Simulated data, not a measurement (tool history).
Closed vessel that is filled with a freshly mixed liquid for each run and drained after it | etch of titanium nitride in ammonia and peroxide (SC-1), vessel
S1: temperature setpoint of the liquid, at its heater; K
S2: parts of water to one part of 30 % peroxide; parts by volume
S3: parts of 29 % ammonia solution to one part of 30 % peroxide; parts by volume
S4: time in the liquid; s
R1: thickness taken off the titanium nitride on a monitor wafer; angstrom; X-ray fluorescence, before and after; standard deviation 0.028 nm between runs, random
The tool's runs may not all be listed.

{"run": 1, "hour": 0.0, "S1": 319.15, "S2": 10.5, "S3": 0.45, "S4": 130, "R1": 75.911}
{"run": 2, "hour": 3.1, "S1": 319.15, "S2": 10.5, "S3": 0.45, "S4": 130, "R1": 75.96}
{"run": 3, "hour": 9.7, "S1": 319.15, "S2": 10.5, "S3": 0.45, "S4": 130, "R1": 77.407}
{"run": 4, "hour": 17.4, "S1": 317.65, "S2": 12.0, "S3": 0.45, "S4": 130, "R1": 63.719}
{"run": 5, "hour": 25.3, "S1": 316.15, "S2": 13.0, "S3": 0.45, "S4": 130, "R1": 54.001}
{"run": 6, "hour": 33.4, "S1": 320.65, "S2": 13.0, "S3": 0.45, "S4": 130, "R1": 75.736}

Run 7 is up next; what results do you expect?
{"run": 7, "hour": 41.8, "S1": 318.65, "S2": 14.0, "S3": 0.45, "S4": 130, "R1": "?"}

R1: 63.504 angstrom
